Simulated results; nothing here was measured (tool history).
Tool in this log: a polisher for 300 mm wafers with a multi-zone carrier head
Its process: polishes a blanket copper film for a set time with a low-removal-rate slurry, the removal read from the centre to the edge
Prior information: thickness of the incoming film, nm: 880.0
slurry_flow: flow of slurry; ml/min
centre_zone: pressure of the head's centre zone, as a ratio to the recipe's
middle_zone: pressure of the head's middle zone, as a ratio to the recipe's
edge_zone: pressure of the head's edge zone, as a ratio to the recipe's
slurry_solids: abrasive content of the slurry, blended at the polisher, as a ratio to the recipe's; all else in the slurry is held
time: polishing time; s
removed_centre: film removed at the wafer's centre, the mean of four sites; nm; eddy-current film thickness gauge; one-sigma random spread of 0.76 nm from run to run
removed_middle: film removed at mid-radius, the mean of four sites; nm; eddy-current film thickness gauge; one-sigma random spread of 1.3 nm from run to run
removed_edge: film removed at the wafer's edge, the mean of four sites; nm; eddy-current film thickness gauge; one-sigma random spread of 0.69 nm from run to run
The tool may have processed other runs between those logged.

Run 1, hour 0.0: slurry_flow 170 ml/min, centre_zone 1.00, middle_zone 1.00, edge_zone 1.00, slurry_solids 1.00, time 57 s. Result: removed_centre 114.320 nm, removed_middle 112.160 nm, removed_edge 110.850 nm.
Run 2, hour 6.7: slurry_flow 170 ml/min, centre_zone 0.94, middle_zone 1.00, edge_zone 1.00, slurry_solids 1.00, time 57 s. Result: removed_centre 105.030 nm, removed_middle 112.370 nm, removed_edge 107.080 nm.
Run 3, hour 14.6: slurry_flow 170 ml/min, centre_zone 0.94, middle_zone 1.01, edge_zone 0.97, slurry_solids 0.90, time 56 s. Result: removed_centre 100.620 nm, removed_middle 109.770 nm, removed_edge 101.940 nm.
Run 4, hour 19.1: slurry_flow 170 ml/min, centre_zone 0.94, middle_zone 1.06, edge_zone 0.97, slurry_solids 0.90, time 56 s. Result: removed_centre 101.020 nm, removed_middle 113.500 nm, removed_edge 101.030 nm.
Run 5, hour 24.8: slurry_flow 170 ml/min, centre_zone 0.94, middle_zone 1.01, edge_zone 0.97, slurry_solids 0.90, time 56 s. Result: removed_centre 102.620 nm, removed_middle 109.800 nm, removed_edge 103.170 nm.
Run 6, hour 31.6: slurry_flow 170 ml/min, centre_zone 0.94, middle_zone 1.01, edge_zone 1.05, slurry_solids 0.90, time 56 s. Result: removed_centre 101.600 nm, removed_middle 110.060 nm, removed_edge 105.420 nm.
Run 7, hour 36.0: slurry_flow 170 ml/min, centre_zone 0.94, middle_zone 1.02, edge_zone 1.02, slurry_solids 0.85, time 55 s. Result: removed_centre 97.593 nm, removed_middle 106.310 nm, removed_edge 102.340 nm.
Run 8, hour 41.9: slurry_flow 170 ml/min, centre_zone 0.94, middle_zone 1.02, edge_zone 1.02, slurry_solids 0.85, time 55 s. Result: removed_centre 96.371 nm, removed_middle 105.370 nm, removed_edge 100.570 nm.
Run 9, hour 47.3: slurry_flow 170 ml/min, centre_zone 0.95, middle_zone 1.04, edge_zone 0.99, slurry_solids 0.80, time 54 s. Result: removed_centre 96.733 nm, removed_middle 103.210 nm, removed_edge 95.543 nm.
Run 10, hour 51.0: slurry_flow 170 ml/min, centre_zone 0.95, middle_zone 1.04, edge_zone 0.99, slurry_solids 0.80, time 54 s. Result: removed_centre 96.493 nm, removed_middle 103.140 nm, removed_edge 95.525 nm.
Run 11, hour 56.1: slurry_flow 165 ml/min, centre_zone 0.94, middle_zone 1.05, edge_zone 0.97, slurry_solids 0.75, time 54 s. Result: removed_centre 92.722 nm, removed_middle 103.440 nm, removed_edge 93.220 nm.
Run 12, hour 59.4: slurry_flow 145 ml/min, centre_zone 0.98, middle_zone 1.05, edge_zone 0.87, slurry_solids 0.50, time 51 s. Result: removed_centre 79.867 nm, removed_middle 84.737 nm, removed_edge 74.705 nm.
Run 13, hour 67.4: slurry_flow 145 ml/min, centre_zone 0.98, middle_zone 1.05, edge_zone 0.87, slurry_solids 0.50, time 51 s. Result: removed_centre 80.067 nm, removed_middle 85.066 nm, removed_edge 74.930 nm.
Run 14, hour 74.2: slurry_flow 150 ml/min, centre_zone 0.98, middle_zone 1.06, edge_zone 0.87, slurry_solids 0.50, time 51 s. Result: removed_centre 80.945 nm, removed_middle 86.686 nm, removed_edge 75.179 nm.

Run 15, settings as shown, results not yet in. Your forecast:
Run 15, hour 78.3: slurry_flow 150 ml/min, centre_zone 0.98, middle_zone 1.06, edge_zone 0.87, slurry_solids 0.50, time 51 s. Result: removed_centre ?, removed_middle ?, removed_edge ?.

removed_centre: 80.109 nm
removed_middle: 86.120 nm
removed_edge: 74.088 nm

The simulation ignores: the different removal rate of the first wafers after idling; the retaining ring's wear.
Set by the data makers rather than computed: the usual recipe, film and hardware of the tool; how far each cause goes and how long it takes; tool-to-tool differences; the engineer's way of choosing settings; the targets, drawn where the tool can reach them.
